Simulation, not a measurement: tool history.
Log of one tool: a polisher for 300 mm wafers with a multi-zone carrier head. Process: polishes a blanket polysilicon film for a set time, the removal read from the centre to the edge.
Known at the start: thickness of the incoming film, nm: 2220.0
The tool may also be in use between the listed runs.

| run | hour | flow of slurry (ml/min) | pressure of the head's centre zone | pressure of the head's middle zone | pressure of the head's edge zone | polishing time (s) | film removed at the wafer's centre (nm) | film removed at mid-radius (nm) | film removed at the wafer's edge (nm) |
|---|---|---|---|---|---|---|---|---|---|
| 1 | 0 | 155 | 1 | 1 | 1 | 64 | 333.51 | 343.88 | 336.37 |
| 2 | 3.5 | 145 | 0.96 | 1 | 1 | 64 | 314.7 | 339.92 | 341.88 |
| 3 | 11.4 | 145 | 0.96 | 1 | 0.93 | 64 | 312.88 | 341.78 | 322.14 |
| 4 | 19.8 | 145 | 0.96 | 1 | 0.86 | 64 | 313.54 | 339.73 | 315.68 |
|  | 25.4 | edge zone pressure recalibrated |
| 5 | 25.4 | 165 | 0.96 | 1 | 0.86 | 64 | 323.43 | 349.29 | 300.95 |
| 6 | 28.6 | 165 | 0.96 | 1 | 0.81 | 64 | 325.16 | 348.4 | 293.44 |

The next listed run, before its measurement:
| 7 | 32.9 | 150 | 0.93 | 0.99 | 0.82 | 64 | ? | ? | ? |

{"run 7": {"film removed at the wafer's centre (nm)": 311.38, "film removed at mid-radius (nm)": 341.13, "film removed at the wafer's edge (nm)": 299.22}}
